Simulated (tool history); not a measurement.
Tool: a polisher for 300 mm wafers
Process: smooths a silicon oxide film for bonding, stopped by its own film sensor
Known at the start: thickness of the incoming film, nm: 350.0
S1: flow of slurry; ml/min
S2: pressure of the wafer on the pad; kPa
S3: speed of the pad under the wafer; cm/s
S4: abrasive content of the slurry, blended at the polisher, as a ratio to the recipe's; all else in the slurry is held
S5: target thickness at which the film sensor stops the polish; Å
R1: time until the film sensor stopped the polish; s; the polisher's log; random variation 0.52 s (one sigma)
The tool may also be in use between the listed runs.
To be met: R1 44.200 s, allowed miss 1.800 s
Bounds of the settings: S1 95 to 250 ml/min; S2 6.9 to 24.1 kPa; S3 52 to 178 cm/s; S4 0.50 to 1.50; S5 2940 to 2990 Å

Run 1, hour 0.0: S1 160 ml/min, S2 15.2 kPa, S3 114 cm/s, S4 1.00, S5 2940 Å. Result: R1 63.099 s.
Run 2, hour 3.7: S1 160 ml/min, S2 15.2 kPa, S3 114 cm/s, S4 1.00, S5 2940 Å. Result: R1 62.618 s.
Run 3, hour 6.7: S1 160 ml/min, S2 15.2 kPa, S3 132 cm/s, S4 1.00, S5 2940 Å. Result: R1 55.984 s.
Run 4, hour 12.4: S1 160 ml/min, S2 15.9 kPa, S3 132 cm/s, S4 1.00, S5 2940 Å. Result: R1 53.060 s.
Run 5, hour 13.8: S1 160 ml/min, S2 11.7 kPa, S3 132 cm/s, S4 1.00, S5 2940 Å. Result: R1 71.171 s.
Run 6, hour 21.4: S1 160 ml/min, S2 11.7 kPa, S3 132 cm/s, S4 1.20, S5 2940 Å. Result: R1 65.777 s.
Run 7, hour 26.2: S1 160 ml/min, S2 13.1 kPa, S3 132 cm/s, S4 1.20, S5 2940 Å. Result: R1 59.024 s.
Run 8, hour 28.2: S1 160 ml/min, S2 13.8 kPa, S3 132 cm/s, S4 1.20, S5 2940 Å. Result: R1 55.717 s.

Which of these 4 next moves meets every target?
Run A, hour 30.2: S1 190 ml/min, S2 16.5 kPa, S3 114 cm/s, S4 1.10, S5 2990 Å. Result: R1 ?.
Run B, hour 30.2: S1 160 ml/min, S2 14.5 kPa, S3 148 cm/s, S4 1.20, S5 2990 Å. Result: R1 ?.
Run C, hour 30.2: S1 130 ml/min, S2 14.5 kPa, S3 136 cm/s, S4 1.35, S5 2980 Å. Result: R1 ?.
Run D, hour 30.2: S1 130 ml/min, S2 10.3 kPa, S3 156 cm/s, S4 1.25, S5 2940 Å. Result: R1 ?.

move      R1
   A  48.430
   B  44.409
   C  48.281
   D  66.343
A: nearer than the last run, and not there yet
B: meets every target
C: nearer than the last run, and not there yet
D: further off than the last run
Answer: B
